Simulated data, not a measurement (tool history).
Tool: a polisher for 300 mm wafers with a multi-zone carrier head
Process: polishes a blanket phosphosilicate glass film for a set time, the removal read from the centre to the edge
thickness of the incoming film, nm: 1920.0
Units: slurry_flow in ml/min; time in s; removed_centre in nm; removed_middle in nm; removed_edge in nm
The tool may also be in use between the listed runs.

run	hour	slurry_flow	centre_zone	middle_zone	edge_zone	slurry_solids	time	removed_centre	removed_middle	removed_edge
1	0	170	1	1	1	1	77	812.35	810.7	784.2
2	3.3	170	1	1	0.97	0.9	71	721.9	701.25	677.6
3	4.4	170	1	0.95	0.97	0.9	71	724.85	678.21	703.27
4	10.4	165	0.99	0.97	0.95	0.8	66	623.82	597.08	602.25
5	17.5	165	0.99	0.97	0.9	0.8	66	612.59	600.94	587.35
6	20.4	165	0.95	0.97	0.9	0.8	66	610.22	599.26	593.65
7	28.3	165	0.95	0.97	0.9	0.8	66	609.97	605.64	598

Forecast run 8:
8	30.7	165	0.95	0.97	0.9	0.8	66	?	?	?

Run 8 gave removed_centre 615.61 nm, removed_middle 598.58 nm, removed_edge 593.44 nm.
